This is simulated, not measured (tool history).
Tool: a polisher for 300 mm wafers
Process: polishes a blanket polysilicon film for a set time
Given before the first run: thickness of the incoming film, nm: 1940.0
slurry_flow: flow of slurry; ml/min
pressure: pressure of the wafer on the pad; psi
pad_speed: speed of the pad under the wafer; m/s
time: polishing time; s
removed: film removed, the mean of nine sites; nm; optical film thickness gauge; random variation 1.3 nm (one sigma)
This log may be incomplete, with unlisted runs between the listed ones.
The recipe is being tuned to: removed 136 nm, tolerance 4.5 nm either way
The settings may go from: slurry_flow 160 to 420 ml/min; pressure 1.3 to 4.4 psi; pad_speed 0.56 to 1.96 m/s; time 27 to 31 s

run	hour	slurry_flow	pressure	pad_speed	time	removed
1	0	270	2.8	1.26	31	284.05
2	2	270	2.4	1.2	31	240.3
3	3.1	325	2.4	1.2	31	249.24
4	7.4	350	2.4	1.2	31	249.09
5	8.2	380	2.4	1.2	31	250.76
6	11.6	380	2.1	1.12	31	216.48
7	14.8	375	1.9	1.04	31	185.63
8	22.1	370	1.7	1.02	31	168.39
9	25.5	360	1.6	1	31	156.7
10	33.1	345	1.5	1	31	150.71

Which of these 5 next moves meets every target?
A	40.7	320	2.4	0.88	28	?
B	40.7	325	2.4	0.9	28	?
C	40.7	295	2.1	0.84	31	?
D	40.7	380	1.6	1	27	?
E	40.7	360	1.6	1.04	31	?

move	removed
A	166.75
B	170.51
C	159.19
D	138.26
E	164.01
A: misses by more than the last run did
B: misses by more than the last run did
C: misses by more than the last run did
D: in spec on every target
E: misses by more than the last run did
D meets every target.

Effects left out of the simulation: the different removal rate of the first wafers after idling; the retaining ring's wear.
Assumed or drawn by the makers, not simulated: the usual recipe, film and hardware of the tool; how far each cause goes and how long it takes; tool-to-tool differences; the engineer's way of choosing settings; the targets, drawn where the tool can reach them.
